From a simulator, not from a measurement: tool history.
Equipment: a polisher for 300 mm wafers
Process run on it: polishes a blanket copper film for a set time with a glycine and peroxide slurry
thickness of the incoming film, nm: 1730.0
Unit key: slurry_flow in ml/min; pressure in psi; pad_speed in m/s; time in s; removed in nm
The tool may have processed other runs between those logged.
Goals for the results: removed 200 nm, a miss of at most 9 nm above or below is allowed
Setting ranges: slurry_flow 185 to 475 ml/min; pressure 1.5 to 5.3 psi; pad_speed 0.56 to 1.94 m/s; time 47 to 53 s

run 1 hour=0 | slurry_flow=305 pressure=3.4 pad_speed=1.24 time=53 | removed=331.83
run 2 hour=1.4 | slurry_flow=305 pressure=3.4 pad_speed=0.94 time=53 | removed=261.19
run 3 hour=7 | slurry_flow=305 pressure=3.4 pad_speed=1.14 time=53 | removed=293.78
run 4 hour=12.7 | slurry_flow=305 pressure=3.2 pad_speed=1.14 time=53 | removed=286.61
run 5 hour=15.5 | slurry_flow=305 pressure=3 pad_speed=1.14 time=53 | removed=272.46
run 6 hour=16.1 | slurry_flow=305 pressure=3 pad_speed=1.14 time=47 | removed=241.35
-- hour=24.5 worn pad replaced by a new one
run 7 hour=24.5 | slurry_flow=305 pressure=3 pad_speed=1.14 time=47 | removed=266.26
run 8 hour=33 | slurry_flow=305 pressure=3 pad_speed=1.14 time=47 | removed=272.3

5 candidate next runs follow, results not yet known. Just one meets every target within its allowed miss. Identify it.
run A hour=41.5 | slurry_flow=355 pressure=3.4 pad_speed=1.38 time=47 | removed=?
run B hour=41.5 | slurry_flow=265 pressure=3.2 pad_speed=1.16 time=53 | removed=?
run C hour=41.5 | slurry_flow=325 pressure=4 pad_speed=1.36 time=53 | removed=?
run D hour=41.5 | slurry_flow=310 pressure=2.9 pad_speed=0.82 time=47 | removed=?
run E hour=41.5 | slurry_flow=330 pressure=3.1 pad_speed=1.42 time=51 | removed=?

move=A removed=356.47
move=B removed=319.27
move=C removed=451.86
move=D removed=199.57
move=E removed=365.1
A: its largest miss is bigger than the last run's
B: its largest miss is bigger than the last run's
C: its largest miss is bigger than the last run's
D: all results in spec
E: its largest miss is bigger than the last run's
D meets every target.

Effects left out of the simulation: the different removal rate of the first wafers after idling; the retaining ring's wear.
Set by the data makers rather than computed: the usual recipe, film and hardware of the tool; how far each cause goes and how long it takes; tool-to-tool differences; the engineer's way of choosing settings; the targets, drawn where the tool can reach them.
